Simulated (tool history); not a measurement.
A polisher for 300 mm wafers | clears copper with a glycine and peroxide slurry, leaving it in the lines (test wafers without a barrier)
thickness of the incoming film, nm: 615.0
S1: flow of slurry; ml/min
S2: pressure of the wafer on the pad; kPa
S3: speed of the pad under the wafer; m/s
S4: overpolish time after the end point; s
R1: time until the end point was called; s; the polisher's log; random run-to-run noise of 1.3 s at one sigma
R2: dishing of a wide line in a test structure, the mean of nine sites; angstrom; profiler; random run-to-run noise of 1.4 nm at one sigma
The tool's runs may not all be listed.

Run 1, hour 0.0: S1 220 ml/min, S2 20.0 kPa, S3 0.98 m/s, S4 27 s. Result: R1 101.050 s, R2 895.34 angstrom.
Run 2, hour 2.9: S1 220 ml/min, S2 22.8 kPa, S3 0.98 m/s, S4 27 s. Result: R1 88.009 s, R2 954.52 angstrom.
Run 3, hour 3.8: S1 200 ml/min, S2 22.8 kPa, S3 0.98 m/s, S4 27 s. Result: R1 90.338 s, R2 939.78 angstrom.
Run 4, hour 12.2: S1 200 ml/min, S2 26.9 kPa, S3 0.98 m/s, S4 27 s. Result: R1 79.065 s, R2 1069.80 angstrom.
Run 5, hour 17.3: S1 200 ml/min, S2 24.8 kPa, S3 0.98 m/s, S4 25 s. Result: R1 84.536 s, R2 932.54 angstrom.
Run 6, hour 23.3: S1 165 ml/min, S2 24.8 kPa, S3 0.98 m/s, S4 25 s. Result: R1 86.867 s, R2 967.03 angstrom.
Run 7, hour 26.5: S1 165 ml/min, S2 23.4 kPa, S3 0.98 m/s, S4 23 s. Result: R1 92.310 s, R2 882.11 angstrom.
Run 8, hour 27.9: S1 165 ml/min, S2 22.1 kPa, S3 0.98 m/s, S4 21 s. Result: R1 96.987 s, R2 788.75 angstrom.
Run 9, hour 28.6: S1 165 ml/min, S2 21.4 kPa, S3 0.98 m/s, S4 20 s. Result: R1 98.693 s, R2 737.61 angstrom.
Run 10, hour 31.5: S1 165 ml/min, S2 20.7 kPa, S3 0.98 m/s, S4 20 s. Result: R1 101.810 s, R2 729.05 angstrom.
Run 11, hour 40.4: S1 165 ml/min, S2 20.7 kPa, S3 0.98 m/s, S4 20 s. Result: R1 102.460 s, R2 757.13 angstrom.

Predict the results of run 12:
Run 12, hour 44.4: S1 165 ml/min, S2 16.5 kPa, S3 0.98 m/s, S4 15 s. Result: R1 ?, R2 ?.

R1: 121.890 s
R2: 499.66 angstrom
